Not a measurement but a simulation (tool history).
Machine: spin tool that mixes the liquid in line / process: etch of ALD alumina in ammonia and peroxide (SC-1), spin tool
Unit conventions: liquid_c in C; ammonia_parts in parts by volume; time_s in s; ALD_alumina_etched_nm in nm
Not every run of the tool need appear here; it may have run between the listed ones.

run  hour  liquid_c  ammonia_parts  time_s  ALD_alumina_etched_nm
  1     0        60            0.4     235                 14.114
  2     8        60            0.3     235                 13.749
  3  14.5      61.5            0.3     235                 14.885
  4  18.7      62.5            0.3     235                   15.6
  5  24.9        58            0.3     235                 12.426
  6  32.1        60            0.3     235                 13.734
  7  36.9      61.5            0.3     235                 14.823
  8  41.8      61.5            0.3     235                 14.878
  9    47      62.5            0.3     235                  15.56
 10  48.7      62.5            0.3     235                 15.576
 11  52.5        63            0.3     235                     16

Estimate the outcome of run 12 from the log above:
 12  59.6      63.5            0.3     235                      ?

Run 12 gave ALD_alumina_etched_nm 16.364 nm.

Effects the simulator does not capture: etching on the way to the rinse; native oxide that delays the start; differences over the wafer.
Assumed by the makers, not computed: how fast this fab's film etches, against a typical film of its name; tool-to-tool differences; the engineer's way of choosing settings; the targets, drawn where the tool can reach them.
